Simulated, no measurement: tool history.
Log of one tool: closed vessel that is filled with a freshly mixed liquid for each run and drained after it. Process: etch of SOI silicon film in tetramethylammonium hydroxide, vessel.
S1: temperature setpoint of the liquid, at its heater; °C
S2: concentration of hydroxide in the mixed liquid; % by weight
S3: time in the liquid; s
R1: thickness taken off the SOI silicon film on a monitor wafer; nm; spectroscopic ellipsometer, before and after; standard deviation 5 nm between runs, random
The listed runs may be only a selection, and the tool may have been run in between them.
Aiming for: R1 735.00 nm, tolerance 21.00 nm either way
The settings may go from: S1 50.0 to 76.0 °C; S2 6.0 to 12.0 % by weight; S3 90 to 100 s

run	day	S1	S2	S3	R1
1	0.000	63.0	8.0	90	449.31
2	0.104	64.5	8.0	90	486.34
3	0.150	60.5	8.0	90	379.68
4	0.450	55.5	8.0	90	280.06
5	0.625	55.5	8.0	90	277.32
6	0.692	57.5	8.0	90	319.89
7	0.783	60.5	8.0	90	385.94
8	1.108	62.5	8.0	90	434.78
9	1.158	64.0	8.0	90	472.60
10	1.492	70.5	8.0	90	703.34

Pick the move, out of 5, that brings all results within their allowed miss; only one does.
A	1.825	72.0	9.0	95	?
B	1.825	69.0	7.5	100	?
C	1.825	70.5	7.5	100	?
D	1.825	71.5	9.0	100	?
E	1.825	71.0	9.0	90	?

move	R1
A	773.64
B	724.64
C	791.44
D	791.03
E	691.48
A: carries the result that was furthest off beyond its target, to the other side
B: meets every target
C: carries the result that was furthest off beyond its target, to the other side
D: carries the result that was furthest off beyond its target, to the other side
E: its largest miss is bigger than the last run's
B is the move that brings every result within its allowed miss.
